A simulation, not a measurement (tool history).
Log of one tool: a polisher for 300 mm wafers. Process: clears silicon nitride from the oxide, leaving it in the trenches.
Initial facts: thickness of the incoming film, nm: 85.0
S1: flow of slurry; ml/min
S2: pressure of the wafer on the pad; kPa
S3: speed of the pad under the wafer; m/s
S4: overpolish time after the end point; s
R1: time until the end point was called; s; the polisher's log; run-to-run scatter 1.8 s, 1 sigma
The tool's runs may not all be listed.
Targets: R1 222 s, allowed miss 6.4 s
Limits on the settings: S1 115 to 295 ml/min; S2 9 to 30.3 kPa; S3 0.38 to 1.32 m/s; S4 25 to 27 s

Run 1, hour 0: S1 190 ml/min, S2 19.3 kPa, S3 0.84 m/s, S4 25 s. Result: R1 138.68 s.
Run 2, hour 1.7: S1 190 ml/min, S2 19.3 kPa, S3 0.84 m/s, S4 27 s. Result: R1 140.64 s.
Run 3, hour 5.9: S1 225 ml/min, S2 19.3 kPa, S3 0.84 m/s, S4 27 s. Result: R1 137.4 s.
Run 4, hour 11: S1 185 ml/min, S2 19.3 kPa, S3 0.84 m/s, S4 27 s. Result: R1 140.32 s.
Run 5, hour 16.1: S1 185 ml/min, S2 19.3 kPa, S3 0.7 m/s, S4 27 s. Result: R1 165.86 s.
Run 6, hour 20.4: S1 185 ml/min, S2 19.3 kPa, S3 0.7 m/s, S4 27 s. Result: R1 163.97 s.
Run 7, hour 25.2: S1 185 ml/min, S2 17.2 kPa, S3 0.7 m/s, S4 27 s. Result: R1 182.6 s.
Run 8, hour 33.8: S1 185 ml/min, S2 17.2 kPa, S3 0.7 m/s, S4 27 s. Result: R1 182.92 s.
Run 9, hour 35.8: S1 170 ml/min, S2 13.1 kPa, S3 0.7 m/s, S4 27 s. Result: R1 241.49 s.
Run 10, hour 43.4: S1 180 ml/min, S2 13.1 kPa, S3 0.7 m/s, S4 27 s. Result: R1 237.39 s.
Run 11, hour 45.3: S1 185 ml/min, S2 13.1 kPa, S3 0.7 m/s, S4 27 s. Result: R1 240.61 s.
Run 12, hour 45.8: S1 185 ml/min, S2 13.8 kPa, S3 0.7 m/s, S4 27 s. Result: R1 231.85 s.

Next run, 5 choices. One meets every target within its allowed miss, the rest don't. Which?
Run A, hour 46.3: S1 160 ml/min, S2 13.8 kPa, S3 0.68 m/s, S4 27 s. Result: R1 ?.
Run B, hour 46.3: S1 150 ml/min, S2 11.7 kPa, S3 0.82 m/s, S4 26 s. Result: R1 ?.
Run C, hour 46.3: S1 190 ml/min, S2 15.9 kPa, S3 0.56 m/s, S4 25 s. Result: R1 ?.
Run D, hour 46.3: S1 225 ml/min, S2 16.5 kPa, S3 0.54 m/s, S4 27 s. Result: R1 ?.
Run E, hour 46.3: S1 255 ml/min, S2 15.9 kPa, S3 0.6 m/s, S4 27 s. Result: R1 ?.

move      R1
   A  239.79
   B  235.53
   C  247.69
   D  241.84
   E  225.11
A: further off than the last run
B: further off than the last run
C: further off than the last run
D: further off than the last run
E: every result within its allowed miss
The move that meets every target is E.
